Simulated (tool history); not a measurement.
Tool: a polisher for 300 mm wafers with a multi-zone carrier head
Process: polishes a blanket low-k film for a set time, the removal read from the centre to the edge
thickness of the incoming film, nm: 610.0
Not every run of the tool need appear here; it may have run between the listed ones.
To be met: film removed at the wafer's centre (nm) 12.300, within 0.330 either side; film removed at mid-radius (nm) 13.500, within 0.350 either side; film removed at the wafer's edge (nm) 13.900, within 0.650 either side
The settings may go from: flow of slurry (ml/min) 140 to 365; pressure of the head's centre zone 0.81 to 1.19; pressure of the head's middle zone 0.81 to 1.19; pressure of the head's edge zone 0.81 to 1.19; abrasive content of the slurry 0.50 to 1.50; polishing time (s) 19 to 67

run  hour  flow of slurry (ml/min)  pressure of the head's centre zone  pressure of the head's middle zone  pressure of the head's edge zone  abrasive content of the slurry  polishing time (s)  film removed at the wafer's centre (nm)  film removed at mid-radius (nm)  film removed at the wafer's edge (nm)
  1   0.0                      235                                1.00                                1.00                              1.00                            1.00                  43                                   22.259                           21.773                                 21.852
  2   8.8                      235                                1.00                                1.00                              1.00                            0.90                  43                                   21.019                           21.026                                 20.794
  3  13.1                      235                                1.00                                1.00                              1.00                            0.80                  43                                   20.865                           20.226                                 20.622
  4  17.1                      230                                0.97                                0.99                              0.98                            0.75                  41                                   18.935                           18.723                                 19.040
  5  19.0                      225                                0.94                                0.99                              0.97                            0.70                  40                                   17.305                           18.075                                 17.877
  6  23.3                      255                                0.94                                0.99                              0.97                            0.70                  40                                   17.875                           18.373                                 18.076
  7  30.6                      245                                0.92                                0.97                              0.96                            0.65                  39                                   16.398                           17.265                                 17.407
  8  32.5                      240                                0.91                                0.96                              0.94                            0.60                  38                                   15.546                           16.228                                 16.263
  9  37.7                      230                                0.89                                0.94                              0.92                            0.60                  38                                   15.105                           16.081                                 16.486
 10  46.5                      230                                0.88                                0.94                              0.91                            0.60                  37                                   14.759                           15.551                                 15.589
 11  52.0                      170                                0.81                                0.91                              0.92                            0.50                  35                                   11.412                           13.223                                 13.761

5 next moves are on the table. One of them brings every result within its allowed miss. Which?
  A  57.5                      170                                0.86                                0.94                              0.94                            0.50                  35                                        ?                                ?                                      ?
  B  57.5                      175                                0.86                                0.95                              0.89                            0.50                  33                                        ?                                ?                                      ?
  C  57.5                      220                                0.84                                0.81                              0.87                            0.60                  33                                        ?                                ?                                      ?
  D  57.5                      170                                0.84                                0.98                              0.93                            0.55                  33                                        ?                                ?                                      ?
  E  57.5                      140                                0.90                                0.87                              0.92                            0.55                  37                                        ?                                ?                                      ?

move  film removed at the wafer's centre (nm)  film removed at mid-radius (nm)  film removed at the wafer's edge (nm)
   A                                   12.096                           13.462                                 14.076
   B                                   11.478                           12.844                                 12.993
   C                                   12.229                           12.755                                 13.840
   D                                   11.402                           13.303                                 13.502
   E                                   13.005                           13.330                                 14.613
A: every result within its allowed miss
B: an improvement on the last run, though not all results are within tolerance
C: corrects the largest miss of the last run, while another result sits out of spec
D: about the same distance from the targets as the last run
E: the result that was furthest off in the last run now lies on the other side of its target
Answer: A

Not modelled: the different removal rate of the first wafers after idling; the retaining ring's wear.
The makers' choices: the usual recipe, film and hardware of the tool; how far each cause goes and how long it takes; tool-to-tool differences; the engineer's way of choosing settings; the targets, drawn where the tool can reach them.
